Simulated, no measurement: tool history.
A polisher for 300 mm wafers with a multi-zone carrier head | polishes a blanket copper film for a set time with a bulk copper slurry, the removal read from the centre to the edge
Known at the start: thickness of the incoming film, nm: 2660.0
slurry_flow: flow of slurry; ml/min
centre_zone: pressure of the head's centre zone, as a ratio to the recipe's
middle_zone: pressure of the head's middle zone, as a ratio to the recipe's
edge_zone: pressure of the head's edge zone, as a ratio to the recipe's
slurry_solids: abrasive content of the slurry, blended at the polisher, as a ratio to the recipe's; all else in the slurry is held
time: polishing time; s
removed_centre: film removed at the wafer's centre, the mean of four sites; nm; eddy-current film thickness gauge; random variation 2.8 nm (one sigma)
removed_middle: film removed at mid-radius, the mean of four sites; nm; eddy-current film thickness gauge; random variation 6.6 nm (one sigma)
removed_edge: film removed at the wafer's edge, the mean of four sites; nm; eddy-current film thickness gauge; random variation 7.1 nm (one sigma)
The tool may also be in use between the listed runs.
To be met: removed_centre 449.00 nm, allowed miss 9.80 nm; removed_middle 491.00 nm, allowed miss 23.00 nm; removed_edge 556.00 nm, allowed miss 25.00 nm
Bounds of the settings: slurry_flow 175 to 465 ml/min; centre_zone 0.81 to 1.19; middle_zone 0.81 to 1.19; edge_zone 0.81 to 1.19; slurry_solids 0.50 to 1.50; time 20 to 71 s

{"run": 1, "hour": 0.0, "slurry_flow": 295, "centre_zone": 1.0, "middle_zone": 1.0, "edge_zone": 1.0, "slurry_solids": 1.0, "time": 45, "removed_centre": 321.18, "removed_middle": 324.88, "removed_edge": 320.3}
{"run": 2, "hour": 5.5, "slurry_flow": 250, "centre_zone": 1.0, "middle_zone": 1.0, "edge_zone": 1.0, "slurry_solids": 1.0, "time": 45, "removed_centre": 315.71, "removed_middle": 310.74, "removed_edge": 310.29}
{"run": 3, "hour": 6.0, "slurry_flow": 250, "centre_zone": 1.0, "middle_zone": 1.0, "edge_zone": 0.94, "slurry_solids": 1.0, "time": 45, "removed_centre": 316.16, "removed_middle": 309.47, "removed_edge": 308.09}
{"run": 4, "hour": 14.3, "slurry_flow": 250, "centre_zone": 1.0, "middle_zone": 1.0, "edge_zone": 0.94, "slurry_solids": 0.85, "time": 45, "removed_centre": 304.25, "removed_middle": 297.8, "removed_edge": 291.91}
{"run": 5, "hour": 18.5, "slurry_flow": 250, "centre_zone": 1.0, "middle_zone": 1.0, "edge_zone": 0.94, "slurry_solids": 0.85, "time": 39, "removed_centre": 264.57, "removed_middle": 261.28, "removed_edge": 259.83}
{"run": 6, "hour": 21.5, "slurry_flow": 250, "centre_zone": 1.0, "middle_zone": 1.0, "edge_zone": 0.94, "slurry_solids": 0.85, "time": 44, "removed_centre": 298.39, "removed_middle": 294.6, "removed_edge": 287.65}
{"run": 7, "hour": 24.5, "slurry_flow": 265, "centre_zone": 0.99, "middle_zone": 0.99, "edge_zone": 0.97, "slurry_solids": 0.9, "time": 46, "removed_centre": 315.28, "removed_middle": 306.03, "removed_edge": 313.55}
{"run": 8, "hour": 29.9, "slurry_flow": 270, "centre_zone": 0.89, "middle_zone": 1.09, "edge_zone": 1.07, "slurry_solids": 1.15, "time": 59, "removed_centre": 386.45, "removed_middle": 454.74, "removed_edge": 440.38}
{"run": 9, "hour": 31.5, "slurry_flow": 275, "centre_zone": 0.89, "middle_zone": 1.08, "edge_zone": 1.08, "slurry_solids": 1.2, "time": 59, "removed_centre": 391.94, "removed_middle": 467.73, "removed_edge": 444.2}
{"run": 10, "hour": 34.1, "slurry_flow": 275, "centre_zone": 0.88, "middle_zone": 1.05, "edge_zone": 1.09, "slurry_solids": 1.25, "time": 60, "removed_centre": 394.27, "removed_middle": 459.91, "removed_edge": 472.91}
{"run": 11, "hour": 42.0, "slurry_flow": 280, "centre_zone": 0.89, "middle_zone": 1.05, "edge_zone": 1.1, "slurry_solids": 1.3, "time": 60, "removed_centre": 406.45, "removed_middle": 475.13, "removed_edge": 470.5}
{"run": 12, "hour": 48.1, "slurry_flow": 285, "centre_zone": 0.89, "middle_zone": 1.04, "edge_zone": 1.11, "slurry_solids": 1.3, "time": 60, "removed_centre": 401.34, "removed_middle": 472.13, "removed_edge": 468.91}
{"run": 13, "hour": 56.4, "slurry_flow": 280, "centre_zone": 0.89, "middle_zone": 1.03, "edge_zone": 1.11, "slurry_solids": 1.3, "time": 61, "removed_centre": 408.33, "removed_middle": 472.97, "removed_edge": 477.83}
{"run": 14, "hour": 58.5, "slurry_flow": 280, "centre_zone": 0.89, "middle_zone": 1.02, "edge_zone": 1.12, "slurry_solids": 1.3, "time": 62, "removed_centre": 416.77, "removed_middle": 483.7, "removed_edge": 491.53}
{"run": 15, "hour": 59.7, "slurry_flow": 325, "centre_zone": 0.88, "middle_zone": 0.92, "edge_zone": 1.19, "slurry_solids": 1.5, "time": 63, "removed_centre": 440.36, "removed_middle": 463.95, "removed_edge": 556.04}
{"run": 16, "hour": 65.8, "slurry_flow": 325, "centre_zone": 0.88, "middle_zone": 0.93, "edge_zone": 1.19, "slurry_solids": 1.5, "time": 63, "removed_centre": 443.43, "removed_middle": 461.31, "removed_edge": 546.55}

Which of these 5 next moves meets every target?
{"run": "A", "hour": 71.9, "slurry_flow": 375, "centre_zone": 0.84, "middle_zone": 0.82, "edge_zone": 1.19, "slurry_solids": 1.4, "time": 67, "removed_centre": "?", "removed_middle": "?", "removed_edge": "?"}
{"run": "B", "hour": 71.9, "slurry_flow": 330, "centre_zone": 0.88, "middle_zone": 0.88, "edge_zone": 1.19, "slurry_solids": 1.25, "time": 65, "removed_centre": "?", "removed_middle": "?", "removed_edge": "?"}
{"run": "C", "hour": 71.9, "slurry_flow": 390, "centre_zone": 0.88, "middle_zone": 0.87, "edge_zone": 1.18, "slurry_solids": 1.35, "time": 64, "removed_centre": "?", "removed_middle": "?", "removed_edge": "?"}
{"run": "D", "hour": 71.9, "slurry_flow": 310, "centre_zone": 0.9, "middle_zone": 0.86, "edge_zone": 1.19, "slurry_solids": 1.5, "time": 63, "removed_centre": "?", "removed_middle": "?", "removed_edge": "?"}
{"run": "E", "hour": 71.9, "slurry_flow": 320, "centre_zone": 0.87, "middle_zone": 0.96, "edge_zone": 1.19, "slurry_solids": 1.5, "time": 65, "removed_centre": "?", "removed_middle": "?", "removed_edge": "?"}

move=A removed_centre=447.37 removed_middle=449.21 removed_edge=567.71
move=B removed_centre=437.81 removed_middle=444.75 removed_edge=531.45
move=C removed_centre=445.83 removed_middle=448.01 removed_edge=536.34
move=D removed_centre=449.58 removed_middle=438.39 removed_edge=534.84
move=E removed_centre=450.17 removed_middle=497.27 removed_edge=552.44
A: further off than the last run
B: further off than the last run
C: further off than the last run
D: further off than the last run
E: meets every target
Move E is the one to make.
